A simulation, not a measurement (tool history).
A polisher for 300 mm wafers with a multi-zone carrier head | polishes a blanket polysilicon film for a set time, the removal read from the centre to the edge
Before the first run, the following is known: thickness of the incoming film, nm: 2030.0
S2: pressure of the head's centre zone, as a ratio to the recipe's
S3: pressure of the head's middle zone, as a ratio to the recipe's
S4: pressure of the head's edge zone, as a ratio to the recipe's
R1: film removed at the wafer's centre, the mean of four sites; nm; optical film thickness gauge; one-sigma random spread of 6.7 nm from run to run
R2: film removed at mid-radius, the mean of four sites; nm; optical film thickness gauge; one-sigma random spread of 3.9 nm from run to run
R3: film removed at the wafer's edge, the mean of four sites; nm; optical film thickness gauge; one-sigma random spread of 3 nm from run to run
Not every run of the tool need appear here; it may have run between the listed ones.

Run 1, hour 0.0: flow of slurry (ml/min) 260, S2 1.00, S3 1.00, S4 1.00, polishing time (s) 78. Result: R1 702.99 nm, R2 696.80 nm, R3 702.20 nm.
Run 2, hour 7.8: flow of slurry (ml/min) 260, S2 0.95, S3 1.00, S4 1.00, polishing time (s) 78. Result: R1 649.05 nm, R2 715.50 nm, R3 705.76 nm.
Run 3, hour 14.6: flow of slurry (ml/min) 255, S2 0.99, S3 0.98, S4 0.95, polishing time (s) 65. Result: R1 577.47 nm, R2 578.43 nm, R3 558.35 nm.
Run 4, hour 18.0: flow of slurry (ml/min) 255, S2 0.93, S3 0.98, S4 0.95, polishing time (s) 65. Result: R1 534.97 nm, R2 576.90 nm, R3 566.38 nm.
Run 5, hour 21.5: flow of slurry (ml/min) 245, S2 0.96, S3 0.93, S4 0.91, polishing time (s) 59. Result: R1 499.93 nm, R2 500.00 nm, R3 502.49 nm.
Run 6, hour 26.6: flow of slurry (ml/min) 245, S2 0.96, S3 0.93, S4 0.91, polishing time (s) 73. Result: R1 614.71 nm, R2 630.77 nm, R3 617.29 nm.
Run 7, hour 30.9: flow of slurry (ml/min) 240, S2 0.99, S3 0.90, S4 0.88, polishing time (s) 64. Result: R1 568.59 nm, R2 533.11 nm, R3 530.82 nm.
Run 8, hour 34.8: flow of slurry (ml/min) 220, S2 1.05, S3 0.84, S4 0.81, polishing time (s) 42. Result: R1 394.72 nm, R2 322.27 nm, R3 337.72 nm.
Run 9, hour 36.7: flow of slurry (ml/min) 250, S2 1.07, S3 0.86, S4 0.84, polishing time (s) 43. Result: R1 414.75 nm, R2 339.34 nm, R3 353.71 nm.
Run 10, hour 38.6: flow of slurry (ml/min) 260, S2 1.09, S3 0.88, S4 0.86, polishing time (s) 44. Result: R1 437.77 nm, R2 355.28 nm, R3 362.58 nm.

Expected results for the next run?
Run 11, hour 44.0: flow of slurry (ml/min) 275, S2 1.10, S3 0.89, S4 0.88, polishing time (s) 44. Result: R1 ?, R2 ?, R3 ?.

{"run 11": {"R1": 442.14, "R2": 353.91, "R3": 368.57}}

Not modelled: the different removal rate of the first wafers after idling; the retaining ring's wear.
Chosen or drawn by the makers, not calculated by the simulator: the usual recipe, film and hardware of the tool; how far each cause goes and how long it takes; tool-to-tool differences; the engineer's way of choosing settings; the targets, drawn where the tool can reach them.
